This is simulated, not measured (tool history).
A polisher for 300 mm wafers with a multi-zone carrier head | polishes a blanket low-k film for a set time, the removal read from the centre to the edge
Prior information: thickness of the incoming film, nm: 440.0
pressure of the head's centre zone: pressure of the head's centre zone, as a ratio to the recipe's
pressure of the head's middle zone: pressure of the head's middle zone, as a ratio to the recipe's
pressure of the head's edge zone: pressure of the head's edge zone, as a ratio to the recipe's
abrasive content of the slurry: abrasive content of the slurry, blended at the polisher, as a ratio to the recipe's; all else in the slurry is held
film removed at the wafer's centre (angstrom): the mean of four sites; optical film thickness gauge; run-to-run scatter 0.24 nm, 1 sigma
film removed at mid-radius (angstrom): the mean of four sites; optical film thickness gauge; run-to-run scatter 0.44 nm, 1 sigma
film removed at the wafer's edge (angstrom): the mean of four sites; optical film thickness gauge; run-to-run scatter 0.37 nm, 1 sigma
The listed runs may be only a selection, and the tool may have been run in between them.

| run | day | flow of slurry (ml/min) | pressure of the head's centre zone | pressure of the head's middle zone | pressure of the head's edge zone | abrasive content of the slurry | polishing time (s) | film removed at the wafer's centre (angstrom) | film removed at mid-radius (angstrom) | film removed at the wafer's edge (angstrom) |
|---|---|---|---|---|---|---|---|---|---|---|
| 1 | 0 | 295 | 1 | 1 | 1 | 1 | 58 | 245.94 | 243.59 | 244.27 |
| 2 | 0.175 | 300 | 1.02 | 1.02 | 1.04 | 1.1 | 58 | 261.32 | 250.78 | 255.1 |
| 3 | 0.5 | 300 | 1.02 | 1.02 | 1.09 | 1.1 | 58 | 263.24 | 250.67 | 260.71 |
| 4 | 0.571 | 300 | 1.02 | 1.02 | 1.09 | 1.25 | 58 | 269.48 | 263.18 | 273.84 |
| 5 | 0.929 | 305 | 1.04 | 1.04 | 1.1 | 1.3 | 58 | 285.19 | 273.59 | 283.03 |
| 6 | 1.233 | 315 | 1.05 | 1.06 | 1.11 | 1.35 | 58 | 292.18 | 286.2 | 281.78 |
| 7 | 1.362 | 315 | 1.05 | 1.06 | 1.12 | 1.4 | 58 | 293.61 | 291.38 | 284.96 |
| 8 | 1.425 | 315 | 1.05 | 1.05 | 1.13 | 1.45 | 58 | 303.1 | 287.91 | 285.85 |
| 9 | 1.525 | 305 | 1.04 | 1.05 | 1.14 | 1.45 | 59 | 302.44 | 290.18 | 297.05 |

Forecast run 10:
| 10 | 1.821 | 305 | 1.04 | 1.06 | 1.15 | 1.45 | 59 | ? | ? | ? |

{"run 10": {"film removed at the wafer's centre (angstrom)": 301.85, "film removed at mid-radius (angstrom)": 293.03, "film removed at the wafer's edge (angstrom)": 301.26}}
